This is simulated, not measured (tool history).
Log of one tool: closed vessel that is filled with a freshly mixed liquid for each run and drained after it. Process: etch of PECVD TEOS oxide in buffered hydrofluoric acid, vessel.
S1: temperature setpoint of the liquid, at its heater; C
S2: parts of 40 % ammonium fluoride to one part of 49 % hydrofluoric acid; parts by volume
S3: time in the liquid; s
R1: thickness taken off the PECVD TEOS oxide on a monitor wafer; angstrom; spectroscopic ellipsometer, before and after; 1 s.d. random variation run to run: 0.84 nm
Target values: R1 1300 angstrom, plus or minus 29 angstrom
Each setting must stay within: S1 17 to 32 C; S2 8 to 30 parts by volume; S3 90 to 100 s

{"run": 1, "hour": 0.0, "S1": 25, "S2": 22.5, "S3": 90, "R1": 1419.7}
{"run": 2, "hour": 8.5, "S1": 26, "S2": 22.5, "S3": 90, "R1": 1508.8}
{"run": 3, "hour": 10.9, "S1": 26, "S2": 29, "S3": 90, "R1": 1257.2}
{"run": 4, "hour": 19.0, "S1": 26, "S2": 30, "S3": 90, "R1": 1229.3}
{"run": 5, "hour": 20.7, "S1": 26.5, "S2": 30, "S3": 90, "R1": 1249.8}
{"run": 6, "hour": 24.3, "S1": 26.5, "S2": 24, "S3": 90, "R1": 1467.8}
{"run": 7, "hour": 26.3, "S1": 26, "S2": 24, "S3": 90, "R1": 1431.2}
{"run": 8, "hour": 27.7, "S1": 25.5, "S2": 24, "S3": 90, "R1": 1396.7}
{"run": 9, "hour": 32.5, "S1": 25.5, "S2": 24, "S3": 90, "R1": 1415.3}
{"run": 10, "hour": 35.3, "S1": 23.5, "S2": 24, "S3": 90, "R1": 1252}

Exercise: of the 4 proposed moves below, exactly one satisfies all targets within the stated allowed misses. Which move is it?
{"run": "A", "hour": 38.1, "S1": 21, "S2": 22, "S3": 95, "R1": "?"}
{"run": "B", "hour": 38.1, "S1": 25, "S2": 25.5, "S3": 90, "R1": "?"}
{"run": "C", "hour": 38.1, "S1": 25, "S2": 27.5, "S3": 90, "R1": "?"}
{"run": "D", "hour": 38.1, "S1": 23, "S2": 25.5, "S3": 95, "R1": "?"}

move=A R1=1223.3
move=B R1=1305.5
move=C R1=1239.4
move=D R1=1234.7
A: lands further from the targets than the last run did
B: all results in spec
C: lands further from the targets than the last run did
D: lands further from the targets than the last run did
Answer: B

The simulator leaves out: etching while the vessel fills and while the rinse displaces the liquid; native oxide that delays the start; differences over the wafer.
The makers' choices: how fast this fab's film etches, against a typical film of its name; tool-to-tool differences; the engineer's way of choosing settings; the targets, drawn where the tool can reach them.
